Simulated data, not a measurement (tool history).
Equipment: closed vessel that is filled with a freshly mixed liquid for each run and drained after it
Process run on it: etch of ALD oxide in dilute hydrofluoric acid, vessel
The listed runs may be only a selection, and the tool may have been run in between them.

| run | hour | temperature setpoint of the liquid (C) | parts of water to one part of 49 % hydrofluoric acid (parts by volume) | time in the liquid (s) | thickness taken off the ALD oxide on a monitor wafer (nm) |
|---|---|---|---|---|---|
| 1 | 0.0 | 22.0 | 120 | 290 | 41.896 |
| 2 | 7.1 | 22.0 | 120 | 290 | 41.671 |
| 3 | 15.0 | 22.0 | 85 | 290 | 61.565 |
| 4 | 23.9 | 21.0 | 100 | 290 | 49.573 |
| 5 | 29.4 | 20.0 | 110 | 290 | 42.716 |
|  | 37.7 | hydrofluoric acid flow meter replaced |
| 6 | 37.7 | 20.0 | 110 | 310 | 49.005 |
| 7 | 42.8 | 19.5 | 125 | 310 | 41.682 |
| 8 | 51.4 | 19.0 | 135 | 310 | 37.520 |
| 9 | 54.2 | 18.5 | 145 | 310 | 33.413 |

For run 10, what comes out?
| 10 | 61.3 | 18.0 | 150 | 310 | ? |

thickness taken off the ALD oxide on a monitor wafer (nm): 31.536

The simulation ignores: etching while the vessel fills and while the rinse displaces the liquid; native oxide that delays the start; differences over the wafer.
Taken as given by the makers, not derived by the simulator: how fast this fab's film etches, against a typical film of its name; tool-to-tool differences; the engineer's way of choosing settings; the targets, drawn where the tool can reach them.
